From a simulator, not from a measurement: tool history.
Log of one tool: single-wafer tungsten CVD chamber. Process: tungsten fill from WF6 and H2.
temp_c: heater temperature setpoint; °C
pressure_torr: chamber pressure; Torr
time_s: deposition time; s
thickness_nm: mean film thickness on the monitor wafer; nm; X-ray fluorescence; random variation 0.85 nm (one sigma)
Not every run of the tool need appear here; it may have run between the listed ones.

| run | hour | temp_c | pressure_torr | time_s | thickness_nm |
|---|---|---|---|---|---|
| 1 | 0.0 | 400 | 51.5 | 35.4 | 129.64 |
| 2 | 6.6 | 404 | 51.7 | 35.4 | 137.87 |
| 3 | 9.2 | 404 | 51.7 | 36.5 | 143.67 |
| 4 | 13.2 | 404 | 51.7 | 35.4 | 137.61 |
| 5 | 17.6 | 404 | 45.6 | 35.4 | 130.27 |
| 6 | 20.6 | 409 | 45.9 | 35.4 | 141.93 |
| 7 | 25.2 | 412 | 46.1 | 35.4 | 148.57 |
| 8 | 28.3 | 414 | 46.2 | 35.4 | 153.24 |
| 9 | 33.0 | 414 | 46.2 | 35.4 | 152.37 |
| 10 | 42.0 | 416 | 46.3 | 35.4 | 157.79 |

Run 11 comes next. What will it give?
| 11 | 44.0 | 417 | 46.4 | 35.4 | ? |

{"run 11": {"thickness_nm": 158.86}}

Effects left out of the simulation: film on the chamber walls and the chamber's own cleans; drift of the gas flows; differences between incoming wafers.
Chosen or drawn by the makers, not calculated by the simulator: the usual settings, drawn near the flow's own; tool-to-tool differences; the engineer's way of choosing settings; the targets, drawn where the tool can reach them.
